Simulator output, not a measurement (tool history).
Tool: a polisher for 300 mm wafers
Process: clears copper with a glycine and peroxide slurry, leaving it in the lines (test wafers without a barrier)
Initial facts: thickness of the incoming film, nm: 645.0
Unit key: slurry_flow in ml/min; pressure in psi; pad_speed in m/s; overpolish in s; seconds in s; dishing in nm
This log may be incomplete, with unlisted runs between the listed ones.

Run 1, hour 0.0: slurry_flow 245 ml/min, pressure 3.2 psi, pad_speed 0.98 m/s, overpolish 8 s. Result: seconds 93.103 s, dishing 38.961 nm.
Run 2, hour 4.6: slurry_flow 245 ml/min, pressure 3.3 psi, pad_speed 0.98 m/s, overpolish 9 s. Result: seconds 91.805 s, dishing 43.421 nm.
Run 3, hour 12.8: slurry_flow 245 ml/min, pressure 3.4 psi, pad_speed 0.98 m/s, overpolish 9 s. Result: seconds 89.998 s, dishing 46.337 nm.
Run 4, hour 21.7: slurry_flow 245 ml/min, pressure 3.5 psi, pad_speed 0.98 m/s, overpolish 9 s. Result: seconds 85.497 s, dishing 46.323 nm.
Run 5, hour 29.3: slurry_flow 245 ml/min, pressure 3.5 psi, pad_speed 0.98 m/s, overpolish 10 s. Result: seconds 87.344 s, dishing 49.519 nm.
Run 6, hour 33.9: slurry_flow 200 ml/min, pressure 3.5 psi, pad_speed 0.98 m/s, overpolish 10 s. Result: seconds 89.424 s, dishing 49.674 nm.
Run 7, hour 37.1: slurry_flow 205 ml/min, pressure 3.5 psi, pad_speed 0.98 m/s, overpolish 10 s. Result: seconds 88.330 s, dishing 48.449 nm.
Run 8, hour 39.1: slurry_flow 210 ml/min, pressure 3.5 psi, pad_speed 0.98 m/s, overpolish 10 s. Result: seconds 88.200 s, dishing 48.973 nm.
Run 9, hour 47.5: slurry_flow 215 ml/min, pressure 3.5 psi, pad_speed 0.98 m/s, overpolish 10 s. Result: seconds 88.222 s, dishing 48.847 nm.
Run 10, hour 54.7: slurry_flow 220 ml/min, pressure 3.5 psi, pad_speed 0.98 m/s, overpolish 10 s. Result: seconds 87.604 s, dishing 48.630 nm.
Run 11, hour 59.3: slurry_flow 225 ml/min, pressure 3.5 psi, pad_speed 0.98 m/s, overpolish 10 s. Result: seconds 88.792 s, dishing 50.492 nm.

What will run 12 give?
Run 12, hour 68.0: slurry_flow 230 ml/min, pressure 3.5 psi, pad_speed 0.98 m/s, overpolish 10 s. Result: seconds ?, dishing ?.

For run 12 the tool returned seconds 87.721 s, dishing 50.727 nm.
